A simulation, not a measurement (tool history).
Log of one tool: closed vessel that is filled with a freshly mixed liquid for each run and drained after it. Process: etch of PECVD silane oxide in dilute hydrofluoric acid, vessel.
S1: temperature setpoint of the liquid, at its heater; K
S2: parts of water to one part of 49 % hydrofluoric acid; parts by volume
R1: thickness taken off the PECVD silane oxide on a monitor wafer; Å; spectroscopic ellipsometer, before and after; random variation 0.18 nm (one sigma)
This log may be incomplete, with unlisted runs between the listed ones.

run 1 day=0 | S1=293.15 S2=225 time_in_the_liquid_(s)=625 | R1=353.3
run 2 day=0.192 | S1=293.15 S2=155 time_in_the_liquid_(s)=625 | R1=542.46
run 3 day=0.388 | S1=292.65 S2=175 time_in_the_liquid_(s)=625 | R1=468.58
run 4 day=0.754 | S1=292.15 S2=190 time_in_the_liquid_(s)=625 | R1=417.26
run 5 day=1.075 | S1=292.15 S2=190 time_in_the_liquid_(s)=625 | R1=415.15
run 6 day=1.238 | S1=290.15 S2=190 time_in_the_liquid_(s)=625 | R1=379.82
run 7 day=1.338 | S1=290.15 S2=200 time_in_the_liquid_(s)=625 | R1=356.8
run 8 day=1.638 | S1=290.15 S2=210 time_in_the_liquid_(s)=625 | R1=340.28
run 9 day=1.942 | S1=290.15 S2=220 time_in_the_liquid_(s)=625 | R1=320.88
run 10 day=2.262 | S1=290.15 S2=230 time_in_the_liquid_(s)=625 | R1=301.4
run 11 day=2.383 | S1=290.15 S2=235 time_in_the_liquid_(s)=625 | R1=297.56
run 12 day=2.5 | S1=290.15 S2=240 time_in_the_liquid_(s)=625 | R1=290.07
run 13 day=2.804 | S1=290.15 S2=245 time_in_the_liquid_(s)=625 | R1=283.17

The next listed run, before its measurement:
run 14 day=3 | S1=290.15 S2=245 time_in_the_liquid_(s)=625 | R1=?

R1: 283.15 Å
